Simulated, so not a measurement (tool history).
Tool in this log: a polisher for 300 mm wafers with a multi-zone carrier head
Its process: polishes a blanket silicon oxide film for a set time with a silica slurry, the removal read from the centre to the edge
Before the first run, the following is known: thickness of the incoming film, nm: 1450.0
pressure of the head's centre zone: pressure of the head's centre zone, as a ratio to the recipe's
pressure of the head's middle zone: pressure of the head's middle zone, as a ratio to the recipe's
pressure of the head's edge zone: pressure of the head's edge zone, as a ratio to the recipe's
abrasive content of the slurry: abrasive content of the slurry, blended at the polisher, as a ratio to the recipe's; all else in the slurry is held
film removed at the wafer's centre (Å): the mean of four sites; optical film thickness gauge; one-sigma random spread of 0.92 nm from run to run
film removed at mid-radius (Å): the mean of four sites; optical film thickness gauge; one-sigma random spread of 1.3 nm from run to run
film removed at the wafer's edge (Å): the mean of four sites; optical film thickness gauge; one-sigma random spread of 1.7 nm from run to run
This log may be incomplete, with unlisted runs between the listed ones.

| run | hour | flow of slurry (ml/min) | pressure of the head's centre zone | pressure of the head's middle zone | pressure of the head's edge zone | abrasive content of the slurry | polishing time (s) | film removed at the wafer's centre (Å) | film removed at mid-radius (Å) | film removed at the wafer's edge (Å) |
|---|---|---|---|---|---|---|---|---|---|---|
| 1 | 0.0 | 310 | 1.00 | 1.00 | 1.00 | 1.00 | 51 | 2228.4 | 2276.6 | 2273.8 |
| 2 | 7.9 | 310 | 1.08 | 1.00 | 1.00 | 1.00 | 51 | 2421.8 | 2287.5 | 2247.9 |
| 3 | 15.0 | 310 | 1.07 | 0.99 | 0.99 | 0.95 | 50 | 2319.7 | 2181.3 | 2158.3 |
| 4 | 18.6 | 310 | 1.06 | 0.98 | 0.98 | 0.90 | 49 | 2224.0 | 2083.8 | 2089.2 |
| 5 | 21.6 | 310 | 1.05 | 0.97 | 0.97 | 0.85 | 48 | 2106.4 | 1987.7 | 1981.9 |
| 6 | 29.6 | 310 | 1.04 | 0.96 | 0.96 | 0.80 | 47 | 2010.3 | 1901.9 | 1897.4 |
| 7 | 31.6 | 310 | 1.03 | 0.95 | 0.95 | 0.75 | 46 | 1894.4 | 1792.3 | 1821.4 |
| 8 | 35.2 | 310 | 1.03 | 0.94 | 0.94 | 0.70 | 46 | 1870.0 | 1759.8 | 1732.9 |
| 9 | 42.6 | 310 | 1.03 | 0.94 | 0.94 | 0.70 | 46 | 1873.3 | 1765.9 | 1755.2 |
| 10 | 51.4 | 305 | 1.02 | 0.93 | 0.93 | 0.70 | 46 | 1848.5 | 1713.7 | 1743.7 |
| 11 | 59.8 | 305 | 1.01 | 0.92 | 0.92 | 0.70 | 46 | 1810.4 | 1730.5 | 1752.8 |
| 12 | 64.8 | 305 | 1.01 | 0.91 | 0.92 | 0.70 | 46 | 1839.0 | 1720.4 | 1739.3 |
| 13 | 71.6 | 275 | 0.91 | 0.81 | 0.82 | 0.50 | 44 | 1415.8 | 1316.7 | 1447.8 |
| 14 | 73.9 | 280 | 0.91 | 0.82 | 0.82 | 0.50 | 44 | 1418.3 | 1350.7 | 1426.4 |
| 15 | 77.6 | 285 | 0.91 | 0.82 | 0.82 | 0.50 | 44 | 1416.8 | 1328.5 | 1449.9 |

What does the tool deliver on the next run?
| 16 | 80.8 | 290 | 0.92 | 0.83 | 0.82 | 0.50 | 44 | ? | ? | ? |

{"run 16": {"film removed at the wafer's centre (Å)": 1421.8, "film removed at mid-radius (Å)": 1379.8, "film removed at the wafer's edge (Å)": 1471.5}}
